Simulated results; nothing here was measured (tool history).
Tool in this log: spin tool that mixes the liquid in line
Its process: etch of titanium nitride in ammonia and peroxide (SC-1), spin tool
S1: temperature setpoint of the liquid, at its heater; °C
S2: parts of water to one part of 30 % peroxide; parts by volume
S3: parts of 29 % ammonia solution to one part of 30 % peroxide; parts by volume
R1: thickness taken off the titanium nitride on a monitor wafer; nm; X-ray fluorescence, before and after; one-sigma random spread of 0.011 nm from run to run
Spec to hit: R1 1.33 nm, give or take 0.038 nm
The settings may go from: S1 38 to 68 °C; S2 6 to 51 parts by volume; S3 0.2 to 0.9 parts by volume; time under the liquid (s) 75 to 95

Run 1, hour 0: S1 52 °C, S2 28.5 parts by volume, S3 0.5 parts by volume, time under the liquid (s) 95. Result: R1 3.1513 nm.
Run 2, hour 6.3: S1 48 °C, S2 28.5 parts by volume, S3 0.5 parts by volume, time under the liquid (s) 95. Result: R1 2.4284 nm.
Run 3, hour 9.3: S1 42.5 °C, S2 28.5 parts by volume, S3 0.5 parts by volume, time under the liquid (s) 95. Result: R1 1.6228 nm.
Run 4, hour 15.6: S1 41.5 °C, S2 28.5 parts by volume, S3 0.5 parts by volume, time under the liquid (s) 95. Result: R1 1.5142 nm.
Run 5, hour 21.6: S1 38 °C, S2 28.5 parts by volume, S3 0.5 parts by volume, time under the liquid (s) 95. Result: R1 1.1523 nm.
Run 6, hour 22.7: S1 38 °C, S2 28.5 parts by volume, S3 0.35 parts by volume, time under the liquid (s) 95. Result: R1 1.0957 nm.
Run 7, hour 27: S1 39 °C, S2 28.5 parts by volume, S3 0.35 parts by volume, time under the liquid (s) 95. Result: R1 1.1869 nm.
Run 8, hour 30.1: S1 39.5 °C, S2 28.5 parts by volume, S3 0.35 parts by volume, time under the liquid (s) 95. Result: R1 1.2163 nm.
Run 9, hour 38.1: S1 40 °C, S2 28.5 parts by volume, S3 0.35 parts by volume, time under the liquid (s) 95. Result: R1 1.2418 nm.

Pick the move, out of 4, that brings all results within their allowed miss; only one does.
Run A, hour 46.1: S1 40.5 °C, S2 30.5 parts by volume, S3 0.4 parts by volume, time under the liquid (s) 90. Result: R1 ?.
Run B, hour 46.1: S1 43.5 °C, S2 25.5 parts by volume, S3 0.3 parts by volume, time under the liquid (s) 75. Result: R1 ?.
Run C, hour 46.1: S1 42 °C, S2 36.5 parts by volume, S3 0.6 parts by volume, time under the liquid (s) 95. Result: R1 ?.
Run D, hour 46.1: S1 44.5 °C, S2 29 parts by volume, S3 0.3 parts by volume, time under the liquid (s) 80. Result: R1 ?.

move      R1
   A   1.206
   B  1.3123
   C  1.3859
   D   1.398
A: its largest miss is bigger than the last run's
B: every result within its allowed miss
C: moves the result that the last run missed by most past its target, out the other side
D: moves the result that the last run missed by most past its target, out the other side
The move that meets every target is B.

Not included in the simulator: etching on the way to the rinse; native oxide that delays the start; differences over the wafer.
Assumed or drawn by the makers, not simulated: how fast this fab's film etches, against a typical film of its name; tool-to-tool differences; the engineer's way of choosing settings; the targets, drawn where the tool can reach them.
